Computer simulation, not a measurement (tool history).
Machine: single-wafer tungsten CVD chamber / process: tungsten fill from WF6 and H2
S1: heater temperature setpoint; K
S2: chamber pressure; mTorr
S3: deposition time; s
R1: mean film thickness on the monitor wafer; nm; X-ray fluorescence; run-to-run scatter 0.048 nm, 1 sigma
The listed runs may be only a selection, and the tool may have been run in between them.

run,day,S1,S2,S3,R1
1,0.000,643.15,32400,8.1,14.434
2,0.225,633.15,32400,8.1,11.878
3,0.492,639.15,32700,8.1,13.439
4,0.675,643.15,32900,8.1,14.556
5,1.033,643.15,32900,8.1,14.496
6,1.312,647.15,33100,8.1,15.666

Run 7 is up next; what results do you expect?
7,1.679,659.15,33900,8.1,?

{"run 7": {"R1": 19.677}}

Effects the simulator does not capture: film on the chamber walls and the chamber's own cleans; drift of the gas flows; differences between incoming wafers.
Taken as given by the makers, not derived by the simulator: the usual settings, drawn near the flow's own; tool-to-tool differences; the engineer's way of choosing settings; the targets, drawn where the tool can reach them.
